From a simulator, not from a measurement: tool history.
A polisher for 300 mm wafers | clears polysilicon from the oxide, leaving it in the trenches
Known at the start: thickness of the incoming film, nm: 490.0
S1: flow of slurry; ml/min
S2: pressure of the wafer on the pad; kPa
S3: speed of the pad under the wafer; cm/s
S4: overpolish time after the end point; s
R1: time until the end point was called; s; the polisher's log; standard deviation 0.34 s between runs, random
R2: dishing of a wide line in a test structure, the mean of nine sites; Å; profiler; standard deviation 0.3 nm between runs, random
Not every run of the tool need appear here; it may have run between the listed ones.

run	hour	S1	S2	S3	S4	R1	R2
1	0.0	195	20.0	120	9	30.220	569.13
2	0.9	195	20.0	132	9	27.034	580.21
3	7.5	235	20.0	132	9	26.755	585.05
4	9.7	200	17.2	140	7	29.275	518.36
5	13.2	200	17.2	158	7	26.232	545.72
6	15.8	200	21.4	158	7	21.612	579.68
7	23.6	175	17.9	160	6	25.138	526.09
8	25.3	175	17.9	160	6	25.231	530.96
9	28.7	210	15.2	158	5	29.938	450.88
10	32.9	265	9.7	178	3	40.499	262.20
11	35.0	260	10.3	180	3	36.847	282.86
12	37.6	255	10.3	180	3	36.852	282.40
13	41.3	250	10.3	180	3	36.658	281.10

Run 14 has not been measured yet. What should we expect?
14	48.6	245	10.3	180	3	?	?

R1: 36.942 s
R2: 287.14 Å
